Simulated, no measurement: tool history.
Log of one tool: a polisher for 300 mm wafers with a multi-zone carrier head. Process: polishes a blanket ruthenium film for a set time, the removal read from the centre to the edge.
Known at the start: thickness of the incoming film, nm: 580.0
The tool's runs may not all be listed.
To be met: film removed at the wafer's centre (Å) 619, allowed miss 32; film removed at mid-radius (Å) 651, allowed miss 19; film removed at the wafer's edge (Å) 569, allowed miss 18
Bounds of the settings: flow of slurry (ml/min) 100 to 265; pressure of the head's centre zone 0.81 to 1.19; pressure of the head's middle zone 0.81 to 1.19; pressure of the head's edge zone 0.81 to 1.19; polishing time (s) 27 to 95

run	hour	flow of slurry (ml/min)	pressure of the head's centre zone	pressure of the head's middle zone	pressure of the head's edge zone	polishing time (s)	film removed at the wafer's centre (Å)	film removed at mid-radius (Å)	film removed at the wafer's edge (Å)
1	0	170	1	1	1	61	1062.2	1071.1	1044
2	8.2	170	1	0.92	1	61	1049.9	990.65	1030.5
3	13.4	170	0.99	0.94	0.96	54	950.8	898.74	921.81
4	17.9	160	0.99	0.98	0.93	48	817.53	830.87	784.48
5	25.5	160	0.99	0.93	0.93	48	826.34	781.93	792.44
6	29	160	0.99	1	0.93	48	809.3	825.81	785.53
7	34	150	0.99	1.01	0.9	46	781.86	791.76	736.07
8	40.5	145	0.99	1.02	0.88	44	739.48	762.95	681.4

Which of these 4 next moves meets every target?
A	47	125	1.13	1.03	0.81	41	?	?	?
B	47	165	1.02	0.89	1.07	44	?	?	?
C	47	155	1.02	1.07	0.9	36	?	?	?
D	47	165	0.93	1.04	0.89	50	?	?	?

move	film removed at the wafer's centre (Å)	film removed at mid-radius (Å)	film removed at the wafer's edge (Å)
A	770.12	688.92	618.29
B	787.44	687.2	784.07
C	637.73	649.97	584.81
D	816.13	890.57	814.39
A: nearer than the last run, and not there yet
B: further off than the last run
C: meets every target
D: further off than the last run
Move C is the one to make.
